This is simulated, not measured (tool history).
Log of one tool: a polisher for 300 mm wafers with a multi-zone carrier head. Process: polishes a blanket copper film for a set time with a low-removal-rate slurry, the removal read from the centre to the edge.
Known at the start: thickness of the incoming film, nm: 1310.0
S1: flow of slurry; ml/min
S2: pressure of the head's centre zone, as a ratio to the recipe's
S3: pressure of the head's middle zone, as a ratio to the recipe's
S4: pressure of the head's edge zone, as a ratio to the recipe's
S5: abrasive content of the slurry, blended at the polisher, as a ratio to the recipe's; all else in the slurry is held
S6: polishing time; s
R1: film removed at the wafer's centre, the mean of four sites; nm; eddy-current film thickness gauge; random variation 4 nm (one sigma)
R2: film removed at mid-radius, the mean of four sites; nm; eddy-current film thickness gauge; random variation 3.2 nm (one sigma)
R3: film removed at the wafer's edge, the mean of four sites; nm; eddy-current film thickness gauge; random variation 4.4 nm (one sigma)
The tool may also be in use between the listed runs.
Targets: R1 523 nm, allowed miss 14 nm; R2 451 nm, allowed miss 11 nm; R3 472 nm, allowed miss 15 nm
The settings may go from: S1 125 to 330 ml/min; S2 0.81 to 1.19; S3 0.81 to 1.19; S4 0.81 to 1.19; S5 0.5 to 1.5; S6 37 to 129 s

run,hour,S1,S2,S3,S4,S5,S6,R1,R2,R3
1,0,210,1,1,1,1,83,292.07,288.32,288.67
2,6.3,220,1.02,1.01,1.03,1.1,86,319.6,312.32,312.98
3,8.7,220,1.02,1.01,1.03,1.25,86,318.11,319.06,320.04
4,9.3,230,1.05,1.01,1.05,1.3,89,350.2,333.9,341.03
5,10.1,240,1.07,1.02,1.07,1.35,91,369.07,348.49,359
6,18.6,240,1.07,1.06,1.07,1.35,91,365.77,362.07,356.6
# hour 25.5: worn pad replaced by a new one
7,25.5,250,1.09,1.06,1.08,1.35,93,413.34,391.86,390.83
8,29.5,260,1.1,1.06,1.09,1.35,93,420.88,402.35,395.54
9,37.9,290,1.19,0.99,1.19,1.5,101,507.36,418.14,459.12
10,39.5,295,1.19,1,1.19,1.5,101,506.07,424.55,465.42
11,43.8,300,1.19,1,1.18,1.5,101,511.39,422.91,463.96
12,52.5,305,1.19,1.01,1.18,1.5,101,515.6,423.37,463.65
13,55.1,305,1.19,1.02,1.18,1.5,101,509.73,431.5,461.24

4 next moves are on the table. One of them brings every result within its allowed miss. Which?
A,57.7,305,1.17,1.03,1.14,1.2,109,?,?,?
B,57.7,270,1.11,1.02,1.19,1.15,112,?,?,?
C,57.7,325,1.13,1.02,1.15,1.25,106,?,?,?
D,57.7,295,1.19,0.96,1.19,1.4,103,?,?,?

move,R1,R2,R3
A,524.8,452.62,474.74
B,501.74,453.17,491.31
C,499.13,442.04,468.98
D,516.5,412.94,470.83
A: meets every target
B: brings the result that was furthest off to its target, and leaves another outside
C: brings the result that was furthest off to its target, and leaves another outside
D: further off than the last run
The right move is A.
